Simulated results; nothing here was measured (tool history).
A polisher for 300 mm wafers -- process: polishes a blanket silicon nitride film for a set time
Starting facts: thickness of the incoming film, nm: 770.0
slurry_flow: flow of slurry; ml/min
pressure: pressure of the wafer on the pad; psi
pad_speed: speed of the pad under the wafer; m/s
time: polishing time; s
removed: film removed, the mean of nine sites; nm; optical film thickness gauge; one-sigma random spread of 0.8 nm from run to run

run	hour	slurry_flow	pressure	pad_speed	time	removed
1	0	305	3.5	1.4	78	187.3
2	6.8	305	3.4	1.4	78	183.37
3	12.9	305	3.3	1.4	78	177.28
4	14.6	305	3.2	1.4	78	173.2
5	22.7	270	3.2	1.4	78	170.79
6	28.3	270	3.8	1.4	78	199.03
7	29.2	265	3.6	1.4	78	189.29
8	37.7	260	3.4	1.4	78	180.97
9	46	260	3.2	1.4	78	169.32
10	48.8	255	3.1	1.4	78	167.17
11	54	255	3	1.4	78	163.32

Forecast run 12:
12	58.2	255	2.9	1.4	78	?

Run 12 produced removed 157.1 nm.
